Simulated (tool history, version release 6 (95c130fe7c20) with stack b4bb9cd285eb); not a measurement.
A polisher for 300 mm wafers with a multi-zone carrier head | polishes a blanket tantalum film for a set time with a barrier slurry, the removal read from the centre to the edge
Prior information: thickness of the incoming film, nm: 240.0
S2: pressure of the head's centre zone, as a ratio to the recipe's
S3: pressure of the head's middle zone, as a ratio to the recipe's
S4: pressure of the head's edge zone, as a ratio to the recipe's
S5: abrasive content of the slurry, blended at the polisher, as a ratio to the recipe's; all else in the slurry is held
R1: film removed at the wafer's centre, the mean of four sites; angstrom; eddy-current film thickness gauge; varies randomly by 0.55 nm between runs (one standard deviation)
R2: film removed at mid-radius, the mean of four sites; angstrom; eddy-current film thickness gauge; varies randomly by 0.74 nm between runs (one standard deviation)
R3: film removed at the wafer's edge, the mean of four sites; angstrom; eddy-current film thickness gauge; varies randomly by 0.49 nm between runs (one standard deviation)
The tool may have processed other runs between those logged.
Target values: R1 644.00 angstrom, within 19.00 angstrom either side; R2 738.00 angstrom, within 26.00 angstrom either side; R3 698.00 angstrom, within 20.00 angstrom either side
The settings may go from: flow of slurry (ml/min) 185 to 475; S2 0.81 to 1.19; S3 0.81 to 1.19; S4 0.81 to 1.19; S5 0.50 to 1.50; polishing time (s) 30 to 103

{"run": 1, "day": 0.0, "flow of slurry (ml/min)": 305, "S2": 1.0, "S3": 1.0, "S4": 1.0, "S5": 1.0, "polishing time (s)": 66, "R1": 792.25, "R2": 778.08, "R3": 780.51}
{"run": 2, "day": 0.146, "flow of slurry (ml/min)": 305, "S2": 1.0, "S3": 1.0, "S4": 0.94, "S5": 1.0, "polishing time (s)": 66, "R1": 788.22, "R2": 777.37, "R3": 759.06}
{"run": 3, "day": 0.183, "flow of slurry (ml/min)": 300, "S2": 0.98, "S3": 1.0, "S4": 0.92, "S5": 1.0, "polishing time (s)": 66, "R1": 767.19, "R2": 759.88, "R3": 743.89}
{"run": 4, "day": 0.321, "flow of slurry (ml/min)": 300, "S2": 0.98, "S3": 1.0, "S4": 0.92, "S5": 1.0, "polishing time (s)": 74, "R1": 865.26, "R2": 879.51, "R3": 840.57}
{"run": 5, "day": 0.583, "flow of slurry (ml/min)": 300, "S2": 0.98, "S3": 1.0, "S4": 0.92, "S5": 1.0, "polishing time (s)": 83, "R1": 973.45, "R2": 970.06, "R3": 947.12}
{"run": 6, "day": 0.917, "flow of slurry (ml/min)": 295, "S2": 0.96, "S3": 1.0, "S4": 0.91, "S5": 0.9, "polishing time (s)": 82, "R1": 900.33, "R2": 912.25, "R3": 889.09}
{"run": 7, "day": 1.192, "flow of slurry (ml/min)": 290, "S2": 0.94, "S3": 1.0, "S4": 0.9, "S5": 0.85, "polishing time (s)": 82, "R1": 855.77, "R2": 883.65, "R3": 871.11}
{"run": 8, "day": 1.379, "flow of slurry (ml/min)": 290, "S2": 0.93, "S3": 1.01, "S4": 0.89, "S5": 0.8, "polishing time (s)": 81, "R1": 807.06, "R2": 859.23, "R3": 833.15}
{"run": 9, "day": 1.488, "flow of slurry (ml/min)": 290, "S2": 0.92, "S3": 1.01, "S4": 0.88, "S5": 0.75, "polishing time (s)": 81, "R1": 788.62, "R2": 853.01, "R3": 801.13}
{"run": 10, "day": 1.667, "flow of slurry (ml/min)": 290, "S2": 0.92, "S3": 1.01, "S4": 0.88, "S5": 0.75, "polishing time (s)": 81, "R1": 780.14, "R2": 839.85, "R3": 807.53}
{"run": 11, "day": 1.75, "flow of slurry (ml/min)": 290, "S2": 0.91, "S3": 1.01, "S4": 0.87, "S5": 0.7, "polishing time (s)": 81, "R1": 752.09, "R2": 826.61, "R3": 772.1}
{"run": 12, "day": 1.925, "flow of slurry (ml/min)": 290, "S2": 0.9, "S3": 1.0, "S4": 0.86, "S5": 0.7, "polishing time (s)": 81, "R1": 745.74, "R2": 818.87, "R3": 766.8}
{"run": 13, "day": 2.188, "flow of slurry (ml/min)": 265, "S2": 0.82, "S3": 0.96, "S4": 0.81, "S5": 0.5, "polishing time (s)": 80, "R1": 533.94, "R2": 625.29, "R3": 593.74}
{"run": 14, "day": 2.517, "flow of slurry (ml/min)": 350, "S2": 0.87, "S3": 1.01, "S4": 0.91, "S5": 0.5, "polishing time (s)": 78, "R1": 580.24, "R2": 660.12, "R3": 630.92}
{"day": 2.7, "done": "edge zone pressure recalibrated"}
{"run": 15, "day": 2.7, "flow of slurry (ml/min)": 345, "S2": 0.88, "S3": 1.02, "S4": 0.92, "S5": 0.5, "polishing time (s)": 78, "R1": 577.45, "R2": 670.88, "R3": 663.96}
{"run": 16, "day": 2.917, "flow of slurry (ml/min)": 345, "S2": 0.89, "S3": 1.03, "S4": 0.92, "S5": 0.5, "polishing time (s)": 78, "R1": 595.56, "R2": 664.79, "R3": 650.86}
{"run": 17, "day": 2.95, "flow of slurry (ml/min)": 345, "S2": 0.89, "S3": 1.03, "S4": 0.92, "S5": 0.5, "polishing time (s)": 78, "R1": 591.91, "R2": 675.73, "R3": 651.37}
{"run": 18, "day": 3.038, "flow of slurry (ml/min)": 345, "S2": 0.9, "S3": 1.04, "S4": 0.93, "S5": 0.5, "polishing time (s)": 78, "R1": 605.1, "R2": 676.46, "R3": 654.2}
{"run": 19, "day": 3.146, "flow of slurry (ml/min)": 345, "S2": 0.9, "S3": 1.05, "S4": 0.94, "S5": 0.5, "polishing time (s)": 78, "R1": 599.95, "R2": 692.15, "R3": 654.57}
{"run": 20, "day": 3.242, "flow of slurry (ml/min)": 345, "S2": 0.91, "S3": 1.05, "S4": 0.95, "S5": 0.5, "polishing time (s)": 78, "R1": 600.92, "R2": 674.78, "R3": 661.45}
{"run": 21, "day": 3.304, "flow of slurry (ml/min)": 345, "S2": 0.92, "S3": 1.06, "S4": 0.95, "S5": 0.5, "polishing time (s)": 78, "R1": 612.31, "R2": 684.7, "R3": 662.87}
{"run": 22, "day": 3.346, "flow of slurry (ml/min)": 345, "S2": 0.92, "S3": 1.07, "S4": 0.96, "S5": 0.5, "polishing time (s)": 78, "R1": 619.39, "R2": 698.19, "R3": 659.97}
{"run": 23, "day": 3.638, "flow of slurry (ml/min)": 345, "S2": 0.92, "S3": 1.07, "S4": 0.97, "S5": 0.5, "polishing time (s)": 78, "R1": 598.22, "R2": 686.55, "R3": 670.57}
{"run": 24, "day": 3.725, "flow of slurry (ml/min)": 345, "S2": 0.93, "S3": 1.08, "S4": 0.97, "S5": 0.5, "polishing time (s)": 78, "R1": 612.26, "R2": 689.3, "R3": 673.72}

Which single option among these 5 for the next run brings every result within its allowed miss of target? Just one does.
{"run": "A", "day": 3.812, "flow of slurry (ml/min)": 355, "S2": 0.94, "S3": 1.13, "S4": 0.99, "S5": 0.5, "polishing time (s)": 80, "R1": "?", "R2": "?", "R3": "?"}
{"run": "B", "day": 3.812, "flow of slurry (ml/min)": 430, "S2": 0.9, "S3": 1.06, "S4": 1.03, "S5": 0.5, "polishing time (s)": 83, "R1": "?", "R2": "?", "R3": "?"}
{"run": "C", "day": 3.812, "flow of slurry (ml/min)": 355, "S2": 1.0, "S3": 1.08, "S4": 0.9, "S5": 0.55, "polishing time (s)": 71, "R1": "?", "R2": "?", "R3": "?"}
{"run": "D", "day": 3.812, "flow of slurry (ml/min)": 320, "S2": 0.9, "S3": 1.07, "S4": 0.82, "S5": 0.7, "polishing time (s)": 69, "R1": "?", "R2": "?", "R3": "?"}
{"run": "E", "day": 3.812, "flow of slurry (ml/min)": 350, "S2": 0.84, "S3": 1.06, "S4": 1.08, "S5": 0.5, "polishing time (s)": 81, "R1": "?", "R2": "?", "R3": "?"}

move=A R1=638.78 R2=729.26 R3=688.76
move=B R1=644.53 R2=731.73 R3=737.46
move=C R1=642.94 R2=666.52 R3=623.49
move=D R1=636.23 R2=729.37 R3=660.07
move=E R1=576.54 R2=702.88 R3=727.72
A: in spec on every target
B: the furthest-off result lands on target, but another misses its tolerance
C: moves away from the targets compared with the last run
D: the furthest-off result lands on target, but another misses its tolerance
E: moves away from the targets compared with the last run
Move A is the one to make.

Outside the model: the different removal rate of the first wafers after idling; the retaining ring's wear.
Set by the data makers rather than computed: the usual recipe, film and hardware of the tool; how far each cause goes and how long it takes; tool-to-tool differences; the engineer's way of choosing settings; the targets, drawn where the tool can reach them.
